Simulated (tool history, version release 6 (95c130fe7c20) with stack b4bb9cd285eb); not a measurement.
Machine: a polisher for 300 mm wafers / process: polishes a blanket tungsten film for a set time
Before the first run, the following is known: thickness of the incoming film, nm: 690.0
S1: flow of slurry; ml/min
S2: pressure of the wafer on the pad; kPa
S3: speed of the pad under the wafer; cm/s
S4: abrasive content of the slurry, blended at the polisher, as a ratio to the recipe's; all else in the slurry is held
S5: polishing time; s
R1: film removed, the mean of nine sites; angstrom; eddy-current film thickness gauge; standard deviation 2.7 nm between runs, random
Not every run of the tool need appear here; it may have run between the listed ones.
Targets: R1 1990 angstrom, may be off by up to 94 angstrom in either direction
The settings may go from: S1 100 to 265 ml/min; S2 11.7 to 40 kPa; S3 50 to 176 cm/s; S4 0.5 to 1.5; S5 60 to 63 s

Run 1, hour 0: S1 170 ml/min, S2 25.5 kPa, S3 112 cm/s, S4 1, S5 60 s. Result: R1 2381.6 angstrom.
Run 2, hour 1.6: S1 170 ml/min, S2 24.1 kPa, S3 112 cm/s, S4 1, S5 60 s. Result: R1 2303.3 angstrom.
Run 3, hour 9.4: S1 170 ml/min, S2 24.1 kPa, S3 112 cm/s, S4 0.9, S5 60 s. Result: R1 2225.4 angstrom.
Run 4, hour 10.1: S1 170 ml/min, S2 24.1 kPa, S3 112 cm/s, S4 0.9, S5 60 s. Result: R1 2250.5 angstrom.
Run 5, hour 14.3: S1 170 ml/min, S2 24.1 kPa, S3 112 cm/s, S4 0.7, S5 60 s. Result: R1 2119.7 angstrom.
Run 6, hour 15.2: S1 170 ml/min, S2 24.1 kPa, S3 112 cm/s, S4 0.9, S5 60 s. Result: R1 2291.3 angstrom.
Run 7, hour 16.4: S1 170 ml/min, S2 24.1 kPa, S3 112 cm/s, S4 0.9, S5 60 s. Result: R1 2272.4 angstrom.
At hour 18: slurry tank refilled with fresh slurry and peroxide.
Run 8, hour 18: S1 170 ml/min, S2 23.4 kPa, S3 112 cm/s, S4 0.9, S5 60 s. Result: R1 2430.2 angstrom.
Run 9, hour 19.6: S1 170 ml/min, S2 23.4 kPa, S3 112 cm/s, S4 0.9, S5 60 s. Result: R1 2450.4 angstrom.

Of the 5 settings listed for the next run, only one would bring every result within its allowed miss of target. Which one?
Run A, hour 21.2: S1 175 ml/min, S2 29.6 kPa, S3 66 cm/s, S4 0.8, S5 60 s. Result: R1 ?.
Run B, hour 21.2: S1 175 ml/min, S2 33.8 kPa, S3 60 cm/s, S4 0.8, S5 60 s. Result: R1 ?.
Run C, hour 21.2: S1 160 ml/min, S2 40 kPa, S3 84 cm/s, S4 0.7, S5 60 s. Result: R1 ?.
Run D, hour 21.2: S1 160 ml/min, S2 20 kPa, S3 102 cm/s, S4 0.9, S5 61 s. Result: R1 ?.
Run E, hour 21.2: S1 165 ml/min, S2 22.8 kPa, S3 118 cm/s, S4 0.65, S5 60 s. Result: R1 ?.

move      R1
   A  1824.7
   B    1876
   C  2897.5
   D  2017.9
   E  2398.5
A: the result that was furthest off in the last run now lies on the other side of its target
B: the result that was furthest off in the last run now lies on the other side of its target
C: moves away from the targets compared with the last run
D: all results in spec
E: nearer the targets than the last run, but a result is still out of spec
Correct choice: D, which meets every target

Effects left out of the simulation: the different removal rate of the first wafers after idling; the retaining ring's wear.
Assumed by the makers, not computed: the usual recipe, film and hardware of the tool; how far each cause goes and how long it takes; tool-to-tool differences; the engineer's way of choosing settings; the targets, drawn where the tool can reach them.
